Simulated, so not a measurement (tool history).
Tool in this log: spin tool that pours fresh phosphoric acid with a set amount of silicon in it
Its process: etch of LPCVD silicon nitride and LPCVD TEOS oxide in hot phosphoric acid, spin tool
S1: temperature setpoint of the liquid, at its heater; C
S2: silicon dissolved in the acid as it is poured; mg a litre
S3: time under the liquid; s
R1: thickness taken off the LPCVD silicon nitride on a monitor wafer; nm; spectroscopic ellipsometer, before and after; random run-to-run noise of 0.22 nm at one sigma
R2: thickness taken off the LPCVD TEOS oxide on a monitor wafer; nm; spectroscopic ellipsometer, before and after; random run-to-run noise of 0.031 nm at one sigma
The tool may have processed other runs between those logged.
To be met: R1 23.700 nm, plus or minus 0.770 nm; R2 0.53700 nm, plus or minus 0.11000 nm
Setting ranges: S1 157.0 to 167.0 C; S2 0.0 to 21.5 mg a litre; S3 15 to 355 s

{"run": 1, "hour": 0.0, "S1": 162.0, "S2": 9.5, "S3": 180, "R1": 16.611, "R2": 0.46621}
{"run": 2, "hour": 2.9, "S1": 160.5, "S2": 9.5, "S3": 180, "R1": 15.908, "R2": 0.40236}
{"run": 3, "hour": 10.1, "S1": 160.5, "S2": 4.5, "S3": 180, "R1": 16.008, "R2": 0.48683}
{"run": 4, "hour": 13.5, "S1": 159.5, "S2": 4.5, "S3": 180, "R1": 15.588, "R2": 0.44253}
{"run": 5, "hour": 14.3, "S1": 159.5, "S2": 7.5, "S3": 180, "R1": 15.48, "R2": 0.39777}
{"run": 6, "hour": 17.1, "S1": 160.0, "S2": 9.0, "S3": 195, "R1": 16.953, "R2": 0.46449}
{"run": 7, "hour": 26.0, "S1": 160.5, "S2": 11.5, "S3": 205, "R1": 18.296, "R2": 0.43002}
{"run": 8, "hour": 33.0, "S1": 163.0, "S2": 13.0, "S3": 230, "R1": 21.946, "R2": 0.58718}
{"run": 9, "hour": 35.9, "S1": 163.0, "S2": 14.0, "S3": 235, "R1": 22.689, "R2": 0.59314}
{"hour": 40.6, "done": "dissolved silicon flow meter replaced"}
{"run": 10, "hour": 40.6, "S1": 163.0, "S2": 15.0, "S3": 235, "R1": 22.821, "R2": 0.58275}
{"run": 11, "hour": 44.2, "S1": 163.0, "S2": 15.5, "S3": 235, "R1": 22.54, "R2": 0.5519}
{"run": 12, "hour": 52.5, "S1": 163.0, "S2": 16.0, "S3": 235, "R1": 22.673, "R2": 0.56766}
{"run": 13, "hour": 57.4, "S1": 163.0, "S2": 16.5, "S3": 235, "R1": 22.926, "R2": 0.52686}

Of the 5 settings listed for the next run, only one would bring every result within its allowed miss of target. Which one?
{"run": "A", "hour": 62.3, "S1": 164.0, "S2": 17.5, "S3": 225, "R1": "?", "R2": "?"}
{"run": "B", "hour": 62.3, "S1": 159.5, "S2": 14.0, "S3": 275, "R1": "?", "R2": "?"}
{"run": "C", "hour": 62.3, "S1": 165.0, "S2": 5.0, "S3": 230, "R1": "?", "R2": "?"}
{"run": "D", "hour": 62.3, "S1": 167.0, "S2": 3.0, "S3": 230, "R1": "?", "R2": "?"}
{"run": "E", "hour": 62.3, "S1": 164.5, "S2": 9.0, "S3": 235, "R1": "?", "R2": "?"}

move=A R1=22.605 R2=0.64230
move=B R1=23.782 R2=0.61658
move=C R1=23.880 R2=0.94134
move=D R1=25.493 R2=1.13080
move=E R1=24.002 R2=0.85336
A: the biggest miss grows against the last run
B: meets every target
C: the worst result of the last run now meets its target, but another is out of spec
D: the result that was furthest off in the last run now lies on the other side of its target
E: the worst result of the last run now meets its target, but another is out of spec
Answer: B

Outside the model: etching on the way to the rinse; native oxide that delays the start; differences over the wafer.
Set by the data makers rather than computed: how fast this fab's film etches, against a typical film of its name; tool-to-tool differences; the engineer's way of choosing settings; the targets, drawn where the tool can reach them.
